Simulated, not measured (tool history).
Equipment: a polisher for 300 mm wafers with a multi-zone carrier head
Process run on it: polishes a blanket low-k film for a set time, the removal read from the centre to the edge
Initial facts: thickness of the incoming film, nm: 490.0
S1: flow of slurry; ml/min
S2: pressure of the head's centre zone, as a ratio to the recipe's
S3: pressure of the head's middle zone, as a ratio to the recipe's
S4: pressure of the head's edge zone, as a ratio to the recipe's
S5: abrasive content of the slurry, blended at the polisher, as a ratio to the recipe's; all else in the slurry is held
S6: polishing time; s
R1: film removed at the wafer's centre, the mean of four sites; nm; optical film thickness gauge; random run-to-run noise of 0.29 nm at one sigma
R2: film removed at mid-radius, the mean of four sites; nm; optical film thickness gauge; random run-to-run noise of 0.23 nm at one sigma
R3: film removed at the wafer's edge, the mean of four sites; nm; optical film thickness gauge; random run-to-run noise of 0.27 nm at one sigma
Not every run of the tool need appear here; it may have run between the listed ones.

run,hour,S1,S2,S3,S4,S5,S6,R1,R2,R3
1,0.0,150,1.00,1.00,1.00,1.00,71,26.657,27.009,26.738
2,6.1,150,1.00,1.00,1.00,1.00,87,32.974,32.968,32.841
3,12.0,170,1.00,1.00,1.00,1.00,87,33.799,33.777,33.012
4,17.3,150,1.00,1.00,1.00,1.00,87,32.794,33.196,32.734
5,25.7,150,1.01,0.99,0.98,1.00,87,33.051,33.185,32.757
6,27.9,155,1.03,0.98,0.97,0.95,87,33.327,32.313,31.820
7,30.7,155,1.04,0.97,0.96,0.95,87,32.864,31.960,31.072
8,34.7,155,1.05,0.96,0.96,0.95,87,33.565,31.250,31.284

Run 9, settings as shown, results not yet in. Your forecast:
9,37.6,155,1.06,0.95,0.95,0.95,87,?,?,?

R1: 33.676 nm
R2: 31.197 nm
R3: 31.272 nm

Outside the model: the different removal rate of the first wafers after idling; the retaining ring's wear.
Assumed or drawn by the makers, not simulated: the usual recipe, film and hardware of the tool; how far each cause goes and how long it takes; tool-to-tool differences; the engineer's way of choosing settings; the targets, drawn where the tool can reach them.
